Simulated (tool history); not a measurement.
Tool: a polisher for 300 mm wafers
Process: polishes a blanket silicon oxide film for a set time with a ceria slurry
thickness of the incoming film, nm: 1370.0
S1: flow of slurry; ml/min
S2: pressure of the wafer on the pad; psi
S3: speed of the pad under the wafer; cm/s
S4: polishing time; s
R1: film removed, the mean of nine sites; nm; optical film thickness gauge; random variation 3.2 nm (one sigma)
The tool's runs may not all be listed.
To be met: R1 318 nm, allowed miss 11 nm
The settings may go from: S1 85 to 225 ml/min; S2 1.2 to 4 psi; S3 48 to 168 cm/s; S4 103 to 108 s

run  hour   S1   S2   S3   S4      R1
  1     0  145  2.6  108  103  466.02
  2   5.5  140  2.4  108  103  425.76
  3  10.3  140  2.8  108  103   504.4
  4  12.5  135  2.5  108  103  454.89
  5  16.7  135  3.1  108  103   549.3
  6  21.4  135  3.1  108  103  552.83
     28.6  -- head pressure recalibrated
  7  28.6  120  2.4  106  103  383.92
  8  34.4  110  2.4  106  103  367.91

Which of these 4 next moves meets every target?
  A  40.2  130  1.9  112  108   ?
  B  40.2   85  2.4   98  103   ?
  C  40.2  110  2.3  102  103   ?
  D  40.2   90  2.1  102  103   ?

move      R1
   A  337.98
   B  320.16
   C  341.41
   D  297.29
A: nearer than the last run, and not there yet
B: meets every target
C: nearer than the last run, and not there yet
D: takes the result that was furthest off past its target
Answer: B

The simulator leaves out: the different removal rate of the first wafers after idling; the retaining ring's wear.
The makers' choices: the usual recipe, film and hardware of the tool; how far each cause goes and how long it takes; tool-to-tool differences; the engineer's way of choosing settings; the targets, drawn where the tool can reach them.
